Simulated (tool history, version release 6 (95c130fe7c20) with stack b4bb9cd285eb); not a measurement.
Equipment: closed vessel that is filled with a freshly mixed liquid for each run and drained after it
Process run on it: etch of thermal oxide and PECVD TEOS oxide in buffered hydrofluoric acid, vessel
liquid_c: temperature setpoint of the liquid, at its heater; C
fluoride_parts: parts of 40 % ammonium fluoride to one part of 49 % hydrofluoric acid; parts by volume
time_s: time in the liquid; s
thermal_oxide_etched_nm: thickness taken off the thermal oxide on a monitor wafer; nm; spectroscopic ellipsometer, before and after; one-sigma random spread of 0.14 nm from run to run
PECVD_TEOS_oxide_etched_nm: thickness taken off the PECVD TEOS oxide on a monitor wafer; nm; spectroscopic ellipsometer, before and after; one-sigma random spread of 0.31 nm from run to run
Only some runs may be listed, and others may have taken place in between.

{"run": 1, "hour": 0.0, "liquid_c": 20, "fluoride_parts": 7.0, "time_s": 60, "thermal_oxide_etched_nm": 75.254, "PECVD_TEOS_oxide_etched_nm": 157.14}
{"run": 2, "hour": 3.7, "liquid_c": 17, "fluoride_parts": 7.0, "time_s": 60, "thermal_oxide_etched_nm": 63.567, "PECVD_TEOS_oxide_etched_nm": 132.75}
{"run": 3, "hour": 10.5, "liquid_c": 17, "fluoride_parts": 9.0, "time_s": 60, "thermal_oxide_etched_nm": 48.034, "PECVD_TEOS_oxide_etched_nm": 101.4}
{"run": 4, "hour": 12.7, "liquid_c": 17, "fluoride_parts": 11.0, "time_s": 60, "thermal_oxide_etched_nm": 41.412, "PECVD_TEOS_oxide_etched_nm": 86.203}
{"run": 5, "hour": 19.7, "liquid_c": 17, "fluoride_parts": 10.0, "time_s": 60, "thermal_oxide_etched_nm": 44.879, "PECVD_TEOS_oxide_etched_nm": 93.624}
{"run": 6, "hour": 23.1, "liquid_c": 17, "fluoride_parts": 10.5, "time_s": 60, "thermal_oxide_etched_nm": 43.202, "PECVD_TEOS_oxide_etched_nm": 90.882}

What does the tool deliver on the next run?
{"run": 7, "hour": 30.8, "liquid_c": 17, "fluoride_parts": 11.0, "time_s": 60, "thermal_oxide_etched_nm": "?", "PECVD_TEOS_oxide_etched_nm": "?"}

Run 7 yielded thermal_oxide_etched_nm 41.003 nm, PECVD_TEOS_oxide_etched_nm 85.997 nm.
